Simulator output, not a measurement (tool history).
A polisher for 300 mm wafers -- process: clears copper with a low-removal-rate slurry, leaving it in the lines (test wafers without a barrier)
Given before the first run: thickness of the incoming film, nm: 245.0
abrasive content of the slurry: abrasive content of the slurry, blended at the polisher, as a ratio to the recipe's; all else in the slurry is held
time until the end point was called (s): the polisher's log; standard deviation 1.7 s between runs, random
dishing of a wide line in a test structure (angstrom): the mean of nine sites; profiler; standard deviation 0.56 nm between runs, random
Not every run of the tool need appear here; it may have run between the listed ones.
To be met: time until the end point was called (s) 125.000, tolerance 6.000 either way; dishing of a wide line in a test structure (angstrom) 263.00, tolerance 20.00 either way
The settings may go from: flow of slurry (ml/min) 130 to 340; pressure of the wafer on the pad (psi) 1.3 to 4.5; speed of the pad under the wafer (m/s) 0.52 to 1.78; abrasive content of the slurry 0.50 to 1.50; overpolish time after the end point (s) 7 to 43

run,day,flow of slurry (ml/min),pressure of the wafer on the pad (psi),speed of the pad under the wafer (m/s),abrasive content of the slurry,overpolish time after the end point (s),time until the end point was called (s),dishing of a wide line in a test structure (angstrom)
1,0.000,220,2.9,1.14,1.00,22,90.622,274.07
2,0.271,220,2.9,1.14,1.00,28,91.500,302.35
3,0.554,220,2.7,1.14,1.00,28,95.942,288.83
4,0.696,220,2.5,1.14,1.00,29,108.540,293.91
5,0.925,220,2.5,1.34,1.00,29,92.697,312.50
6,1.296,220,2.5,1.34,1.00,25,92.279,287.60
7,1.512,220,2.5,1.34,1.00,25,89.452,282.74
8,1.758,220,2.3,1.34,1.00,26,98.675,281.12
9,1.808,220,2.2,1.34,1.00,26,104.920,272.13
10,2.062,220,1.7,1.32,1.00,29,132.660,249.64

Exactly one of the 4 candidate moves below puts every result within its allowed miss. Which one?
A,2.317,215,2.2,1.32,0.90,38,?,?
B,2.317,195,1.5,1.68,1.00,29,?,?
C,2.317,190,2.3,1.14,0.75,43,?,?
D,2.317,145,2.0,1.48,1.00,26,?,?

move,time until the end point was called (s),dishing of a wide line in a test structure (angstrom)
A,106.620,309.27
B,122.900,259.22
C,122.160,309.11
D,110.380,263.90
A: the result that was furthest off in the last run now lies on the other side of its target
B: each result inside its tolerance
C: meets the target for the result that was furthest off, but another lies outside its allowed miss
D: the result that was furthest off in the last run now lies on the other side of its target
So the answer is move B, the one that meets all the targets.
